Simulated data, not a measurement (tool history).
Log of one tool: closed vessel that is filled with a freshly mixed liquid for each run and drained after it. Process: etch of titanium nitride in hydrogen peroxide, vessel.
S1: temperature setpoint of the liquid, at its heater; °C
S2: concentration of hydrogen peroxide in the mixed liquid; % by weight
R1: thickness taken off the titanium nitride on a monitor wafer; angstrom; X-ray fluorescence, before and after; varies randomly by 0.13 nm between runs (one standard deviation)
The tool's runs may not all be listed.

run 1 hour=0.0 | S1=52.0 S2=18.0 time_in_the_liquid_(s)=715 | R1=190.97
run 2 hour=8.7 | S1=51.5 S2=18.0 time_in_the_liquid_(s)=715 | R1=186.83
run 3 hour=12.7 | S1=51.5 S2=18.0 time_in_the_liquid_(s)=765 | R1=196.68
run 4 hour=19.5 | S1=51.5 S2=21.5 time_in_the_liquid_(s)=765 | R1=204.76
run 5 hour=24.7 | S1=51.0 S2=21.5 time_in_the_liquid_(s)=765 | R1=198.16
run 6 hour=27.4 | S1=51.0 S2=24.0 time_in_the_liquid_(s)=765 | R1=200.26

Expected results for the next run?
run 7 hour=33.5 | S1=50.5 S2=24.0 time_in_the_liquid_(s)=765 | R1=?

Run 7 measured R1 195.27 angstrom.
